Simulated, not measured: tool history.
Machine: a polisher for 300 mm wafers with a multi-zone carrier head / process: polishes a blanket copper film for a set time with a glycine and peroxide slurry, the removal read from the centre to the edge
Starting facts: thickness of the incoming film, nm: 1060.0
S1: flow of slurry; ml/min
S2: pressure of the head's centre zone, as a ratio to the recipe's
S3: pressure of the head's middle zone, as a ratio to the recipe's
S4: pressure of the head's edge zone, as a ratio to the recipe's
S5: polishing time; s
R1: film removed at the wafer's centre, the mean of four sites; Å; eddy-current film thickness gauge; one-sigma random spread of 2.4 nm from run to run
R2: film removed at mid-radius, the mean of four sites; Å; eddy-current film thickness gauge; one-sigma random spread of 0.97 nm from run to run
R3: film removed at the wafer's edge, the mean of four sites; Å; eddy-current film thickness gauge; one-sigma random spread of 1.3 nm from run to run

run,day,S1,S2,S3,S4,S5,R1,R2,R3
1,0,125,1,1,1,60,2454,2422.6,2480.2
2,0.175,120,1.01,0.99,0.97,55,2275.7,2190.1,2257
3,0.208,120,1.02,0.99,0.94,51,2123.9,2019.1,2030.1
4,0.321,120,1.02,0.99,0.94,42,1766.5,1656.2,1704.1
5,0.654,115,1.02,0.99,0.92,42,1743.3,1645.2,1667.6
6,0.733,115,1.1,0.99,0.92,42,1873.1,1651.6,1658.6
7,1.046,110,1.09,0.99,0.91,42,1789.6,1641.5,1659.2

Run 8, settings as shown, results not yet in. Your forecast:
8,1.388,110,1.09,0.99,0.91,42,?,?,?

R1: 1831.6 Å
R2: 1642.9 Å
R3: 1631.4 Å

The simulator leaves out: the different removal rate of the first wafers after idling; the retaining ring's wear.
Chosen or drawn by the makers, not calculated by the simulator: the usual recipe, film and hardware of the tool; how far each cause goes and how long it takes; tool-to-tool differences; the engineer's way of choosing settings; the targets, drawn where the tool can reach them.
